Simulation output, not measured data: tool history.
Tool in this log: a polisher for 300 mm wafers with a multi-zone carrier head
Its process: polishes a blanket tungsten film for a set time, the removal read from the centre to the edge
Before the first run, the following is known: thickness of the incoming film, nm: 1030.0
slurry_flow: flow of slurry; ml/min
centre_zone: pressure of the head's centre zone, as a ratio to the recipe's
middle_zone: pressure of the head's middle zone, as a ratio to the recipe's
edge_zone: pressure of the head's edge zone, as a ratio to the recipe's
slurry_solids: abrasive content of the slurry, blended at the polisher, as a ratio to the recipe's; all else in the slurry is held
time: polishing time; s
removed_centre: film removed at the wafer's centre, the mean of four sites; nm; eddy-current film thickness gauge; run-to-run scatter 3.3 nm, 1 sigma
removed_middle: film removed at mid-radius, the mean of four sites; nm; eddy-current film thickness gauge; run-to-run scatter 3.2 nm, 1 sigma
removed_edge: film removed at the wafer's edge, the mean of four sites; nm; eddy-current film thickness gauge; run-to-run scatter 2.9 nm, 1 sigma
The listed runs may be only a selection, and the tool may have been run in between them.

run  hour  slurry_flow  centre_zone  middle_zone  edge_zone  slurry_solids  time  removed_centre  removed_middle  removed_edge
  1     0          130            1            1          1              1    39          254.22          241.88        240.48
  2   4.5          135         0.99            1       1.02           1.05    39          259.62          246.35        250.88
  3  13.2          135         0.99            1       1.02           1.05    45          297.86          288.51        285.64
  4  16.8          135         0.98            1       1.03           1.05    45           296.6           289.8        289.79
  5  18.3          135         0.98            1       1.03            0.9    45          279.27          277.71        280.07
  6  19.1          135         0.98         0.96       1.03            0.9    45          286.08          267.32         278.4
  7  25.5          140         0.97         0.96       1.04            0.9    45          282.91          269.91        280.85

Run 8 has not been measured yet. What should we expect?
  8  26.2          145         0.97         0.96       1.05            0.9    45               ?               ?             ?

{"run 8": {"removed_centre": 285.1, "removed_middle": 274.08, "removed_edge": 281.56}}
